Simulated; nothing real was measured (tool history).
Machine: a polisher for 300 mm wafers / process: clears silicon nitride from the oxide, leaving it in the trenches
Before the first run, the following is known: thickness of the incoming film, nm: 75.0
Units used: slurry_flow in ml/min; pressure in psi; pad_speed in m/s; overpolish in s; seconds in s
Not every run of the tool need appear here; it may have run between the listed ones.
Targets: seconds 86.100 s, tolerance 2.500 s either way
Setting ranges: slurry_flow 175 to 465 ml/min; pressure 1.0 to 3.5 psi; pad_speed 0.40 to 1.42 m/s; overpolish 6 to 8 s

{"run": 1, "day": 0.0, "slurry_flow": 295, "pressure": 2.2, "pad_speed": 0.9, "overpolish": 8, "seconds": 113.86}
{"run": 2, "day": 0.112, "slurry_flow": 295, "pressure": 2.2, "pad_speed": 0.82, "overpolish": 8, "seconds": 123.99}
{"run": 3, "day": 0.425, "slurry_flow": 295, "pressure": 2.3, "pad_speed": 0.82, "overpolish": 8, "seconds": 118.52}
{"run": 4, "day": 0.738, "slurry_flow": 295, "pressure": 2.4, "pad_speed": 0.82, "overpolish": 8, "seconds": 112.17}
{"run": 5, "day": 0.862, "slurry_flow": 295, "pressure": 2.5, "pad_speed": 0.82, "overpolish": 8, "seconds": 109.18}
{"run": 6, "day": 0.929, "slurry_flow": 295, "pressure": 2.5, "pad_speed": 0.66, "overpolish": 8, "seconds": 135.07}
{"run": 7, "day": 1.096, "slurry_flow": 295, "pressure": 2.6, "pad_speed": 0.66, "overpolish": 8, "seconds": 127.21}
{"run": 8, "day": 1.246, "slurry_flow": 295, "pressure": 2.7, "pad_speed": 0.66, "overpolish": 8, "seconds": 124.43}
{"run": 9, "day": 1.508, "slurry_flow": 295, "pressure": 2.8, "pad_speed": 0.66, "overpolish": 8, "seconds": 120.98}
{"run": 10, "day": 1.617, "slurry_flow": 295, "pressure": 2.9, "pad_speed": 0.66, "overpolish": 8, "seconds": 114.1}
{"run": 11, "day": 1.875, "slurry_flow": 300, "pressure": 3.5, "pad_speed": 0.66, "overpolish": 8, "seconds": 95.66}

Pick the move, out of 4, that brings all results within their allowed miss; only one does.
{"run": "A", "day": 2.133, "slurry_flow": 330, "pressure": 3.5, "pad_speed": 0.74, "overpolish": 8, "seconds": "?"}
{"run": "B", "day": 2.133, "slurry_flow": 220, "pressure": 3.2, "pad_speed": 0.68, "overpolish": 6, "seconds": "?"}
{"run": "C", "day": 2.133, "slurry_flow": 280, "pressure": 3.5, "pad_speed": 0.8, "overpolish": 6, "seconds": "?"}
{"run": "D", "day": 2.133, "slurry_flow": 280, "pressure": 3.5, "pad_speed": 0.6, "overpolish": 6, "seconds": "?"}

move=A seconds=85.489
move=B seconds=105.000
move=C seconds=80.360
move=D seconds=105.960
A: all results land within tolerance of their targets
B: its largest miss is bigger than the last run's
C: takes the biggest miss from the last run beyond its target
D: its largest miss is bigger than the last run's
The right move is A.

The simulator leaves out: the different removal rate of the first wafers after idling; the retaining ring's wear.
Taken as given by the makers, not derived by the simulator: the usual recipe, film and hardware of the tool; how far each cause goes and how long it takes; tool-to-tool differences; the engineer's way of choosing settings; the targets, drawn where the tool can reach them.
